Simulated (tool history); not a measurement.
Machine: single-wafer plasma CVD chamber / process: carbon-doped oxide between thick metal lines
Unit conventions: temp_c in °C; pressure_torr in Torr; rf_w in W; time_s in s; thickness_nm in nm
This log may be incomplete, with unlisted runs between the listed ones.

| run | day | temp_c | pressure_torr | rf_w | time_s | thickness_nm |
|---|---|---|---|---|---|---|
| 1 | 0 | 345 | 5.76 | 430 | 186 | 905.49 |
| 2 | 0.371 | 346 | 5.63 | 415 | 186 | 877.68 |
| 3 | 0.521 | 346 | 5.63 | 375 | 186 | 819.79 |
| 4 | 0.758 | 346 | 5.63 | 375 | 192 | 842.35 |
| 5 | 0.85 | 347 | 5.53 | 365 | 192 | 822.86 |
| 6 | 0.988 | 356 | 5.53 | 365 | 192 | 805.08 |
| 7 | 1.108 | 356 | 5.45 | 360 | 192 | 796.52 |
| 8 | 1.154 | 359 | 4.89 | 310 | 191 | 691.29 |
| 9 | 1.442 | 359 | 4.97 | 310 | 191 | 692.85 |
| 10 | 1.512 | 359 | 5.04 | 310 | 191 | 691.89 |
| 11 | 1.892 | 359 | 5.11 | 310 | 191 | 700.75 |

Run 12 comes next. What will it give?
| 12 | 2.083 | 359 | 5.17 | 310 | 191 | ? |

For run 12 the tool returned thickness_nm 695.07 nm.
